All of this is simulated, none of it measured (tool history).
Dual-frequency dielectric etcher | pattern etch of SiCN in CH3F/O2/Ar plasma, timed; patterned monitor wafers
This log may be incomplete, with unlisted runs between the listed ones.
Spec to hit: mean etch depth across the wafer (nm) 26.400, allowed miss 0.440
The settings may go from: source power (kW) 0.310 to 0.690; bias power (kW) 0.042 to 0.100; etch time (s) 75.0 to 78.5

run  hour  source power (kW)  bias power (kW)  etch time (s)  mean etch depth across the wafer (nm)
  1   0.0              0.500            0.071           75.0                                 31.052
  2   0.8              0.440            0.069           75.0                                 29.266
  3   8.5              0.440            0.062           75.0                                 28.279
  4  17.4              0.410            0.061           75.0                                 27.295
  5  20.9              0.410            0.061           78.5                                 28.686
     21.7  -- bias power generator calibrated
  6  21.7              0.450            0.061           78.5                                 29.217
  7  30.5              0.410            0.059           78.5                                 27.643
  8  37.5              0.390            0.059           78.5                                 27.230
  9  42.9              0.380            0.059           78.5                                 27.086

Which one of the following 4 next-run settings gets every result inside its allowed miss? There is exactly one.
  A  48.3              0.430            0.062           77.0                                      ?
  B  48.3              0.410            0.059           77.0                                      ?
  C  48.3              0.410            0.052           78.0                                      ?
  D  48.3              0.370            0.064           78.5                                      ?

move  mean etch depth across the wafer (nm)
   A                                 28.196
   B                                 27.216
   C                                 26.342
   D                                 27.556
A: its largest miss is bigger than the last run's
B: its largest miss is bigger than the last run's
C: every result within its allowed miss
D: its largest miss is bigger than the last run's
Go with C: it meets all targets.

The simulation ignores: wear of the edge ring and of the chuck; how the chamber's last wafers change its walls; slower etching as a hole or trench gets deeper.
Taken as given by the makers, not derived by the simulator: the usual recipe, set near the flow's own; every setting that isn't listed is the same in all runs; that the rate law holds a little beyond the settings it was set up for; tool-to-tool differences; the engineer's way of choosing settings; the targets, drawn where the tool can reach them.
